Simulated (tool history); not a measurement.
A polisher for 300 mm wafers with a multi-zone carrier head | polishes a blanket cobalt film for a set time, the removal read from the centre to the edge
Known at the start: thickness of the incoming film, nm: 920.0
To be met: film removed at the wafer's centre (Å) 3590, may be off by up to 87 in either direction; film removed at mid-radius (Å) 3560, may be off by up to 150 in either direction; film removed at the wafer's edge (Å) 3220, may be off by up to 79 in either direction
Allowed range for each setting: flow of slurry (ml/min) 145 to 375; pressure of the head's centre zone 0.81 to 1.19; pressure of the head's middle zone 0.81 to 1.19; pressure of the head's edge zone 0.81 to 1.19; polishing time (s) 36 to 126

run  hour  flow of slurry (ml/min)  pressure of the head's centre zone  pressure of the head's middle zone  pressure of the head's edge zone  polishing time (s)  film removed at the wafer's centre (Å)  film removed at mid-radius (Å)  film removed at the wafer's edge (Å)
  1     0                      240                                   1                                   1                                 1                  81                                  3200.6                          3231.4                                3133.2
  2   2.8                      240                                   1                                1.04                                 1                  81                                  3186.1                          3367.4                                3130.7
  3   9.7                      240                                   1                                1.04                                 1                  74                                    2926                          3048.7                                2934.5
  4  16.3                      240                                   1                                1.04                                 1                  61                                  2414.1                          2489.4                                2402.4
  5  18.7                      240                                   1                                1.04                                 1                  48                                  1908.3                          2018.6                                1868.8
  6    27                      240                                   1                                   1                                 1                  48                                  1902.2                          1908.9                                1866.4
  7  34.2                      260                                1.05                                1.05                              1.05                  54                                    2254                          2261.4                                2177.5
  8  39.4                      275                                1.09                                1.09                              1.08                  59                                  2609.7                          2599.6                                2426.1
  9  41.7                      285                                1.11                                1.11                              1.11                  63                                  2830.2                            2796                                2626.7
 10  47.2                      295                                1.13                                1.13                              1.13                  66                                  3065.4                          2986.2                                2815.3
 11  53.1                      305                                1.14                                1.15                              1.13                  68                                  3160.2                          3136.7                                2889.8
 12  54.2                      305                                1.14                                1.15                              1.13                  68                                  3138.9                          3132.2                                2882.6

Exercise: of the 5 proposed moves below, exactly one satisfies all targets within the stated allowed misses. Which move is it?
  A  55.3                      335                                1.07                                1.19                              1.04                  62                                       ?                               ?                                     ?
  B  55.3                      290                                1.15                                1.15                               1.1                  77                                       ?                               ?                                     ?
  C  55.3                      335                                1.19                                1.06                              1.15                  70                                       ?                               ?                                     ?
  D  55.3                      285                                0.83                                0.98                              1.19                  74                                       ?                               ?                                     ?
  E  55.3                      310                                1.19                                0.95                              1.05                  78                                       ?                               ?                                     ?

move  film removed at the wafer's centre (Å)  film removed at mid-radius (Å)  film removed at the wafer's edge (Å)
   A                                  2772.2                          2994.5                                2526.2
   B                                  3643.3                          3561.1                                3192.6
   C                                  3480.4                          3069.6                                3005.5
   D                                  2512.4                          3000.7                                3197.6
   E                                  3843.8                          3106.7                                3184.7
A: the biggest miss grows against the last run
B: in spec on every target
C: gains on the last run, yet a result remains outside its allowed miss
D: the biggest miss grows against the last run
E: takes the biggest miss from the last run beyond its target
So the answer is move B, the one that meets all the targets.

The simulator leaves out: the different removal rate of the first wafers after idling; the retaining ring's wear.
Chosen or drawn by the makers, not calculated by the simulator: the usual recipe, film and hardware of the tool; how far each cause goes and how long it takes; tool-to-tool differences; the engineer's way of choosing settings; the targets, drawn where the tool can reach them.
